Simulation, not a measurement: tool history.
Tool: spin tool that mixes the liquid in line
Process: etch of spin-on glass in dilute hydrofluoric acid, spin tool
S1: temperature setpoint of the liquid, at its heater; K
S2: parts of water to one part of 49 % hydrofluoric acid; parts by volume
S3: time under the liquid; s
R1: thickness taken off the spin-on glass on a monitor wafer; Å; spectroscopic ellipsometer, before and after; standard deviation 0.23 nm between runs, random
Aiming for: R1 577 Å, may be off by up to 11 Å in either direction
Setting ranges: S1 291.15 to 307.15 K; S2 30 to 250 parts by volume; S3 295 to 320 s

run  hour      S1   S2   S3      R1
  1     0  299.15  140  295  918.39
  2   7.4  299.15  140  320  991.72
  3  14.9  299.15  140  320  1001.4
  4  18.3  299.15  175  320  764.28
  5  26.7  295.65  175  320  666.21
  6  28.5  295.65  175  320  665.24
  7  31.9  294.65  175  320  642.94
  8  35.6  293.65  175  320   618.9
  9  42.7  293.15  175  320  603.15

Exactly one of the 4 candidate moves below puts every result within its allowed miss. Which one?
  A  49.8  291.65  165  320   ?
  B  49.8  293.65  175  315   ?
  C  49.8  293.65  180  320   ?
  D  49.8  292.65  180  320   ?

move      R1
   A  610.66
   B  607.25
   C  596.71
   D  573.84
A: the biggest miss grows against the last run
B: the biggest miss grows against the last run
C: nearer than the last run, and not there yet
D: all results in spec
The right move is D.

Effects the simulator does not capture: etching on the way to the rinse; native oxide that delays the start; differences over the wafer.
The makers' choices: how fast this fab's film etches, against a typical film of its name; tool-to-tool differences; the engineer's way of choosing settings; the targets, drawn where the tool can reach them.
